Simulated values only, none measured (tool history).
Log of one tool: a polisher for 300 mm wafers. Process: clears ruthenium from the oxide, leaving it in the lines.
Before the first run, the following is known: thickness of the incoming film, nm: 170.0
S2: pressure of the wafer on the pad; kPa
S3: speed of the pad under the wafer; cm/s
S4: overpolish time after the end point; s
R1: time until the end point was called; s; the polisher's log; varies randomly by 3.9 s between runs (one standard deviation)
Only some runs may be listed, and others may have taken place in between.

run 1 hour=0.0 | flow_of_slurry_(ml/min)=185 S2=16.5 S3=110 S4=33 | R1=128.94
run 2 hour=4.2 | flow_of_slurry_(ml/min)=185 S2=15.2 S3=108 S4=33 | R1=139.40
run 3 hour=10.2 | flow_of_slurry_(ml/min)=185 S2=13.8 S3=106 S4=33 | R1=150.05
run 4 hour=10.9 | flow_of_slurry_(ml/min)=155 S2=13.8 S3=106 S4=33 | R1=151.80
run 5 hour=20.0 | flow_of_slurry_(ml/min)=155 S2=12.4 S3=104 S4=33 | R1=162.58
run 6 hour=26.0 | flow_of_slurry_(ml/min)=155 S2=11.7 S3=102 S4=33 | R1=179.13
run 7 hour=26.7 | flow_of_slurry_(ml/min)=155 S2=11.7 S3=102 S4=33 | R1=181.34

What will run 8 give?
run 8 hour=29.7 | flow_of_slurry_(ml/min)=155 S2=11.0 S3=102 S4=33 | R1=?

Run 8 gave R1 184.51 s.

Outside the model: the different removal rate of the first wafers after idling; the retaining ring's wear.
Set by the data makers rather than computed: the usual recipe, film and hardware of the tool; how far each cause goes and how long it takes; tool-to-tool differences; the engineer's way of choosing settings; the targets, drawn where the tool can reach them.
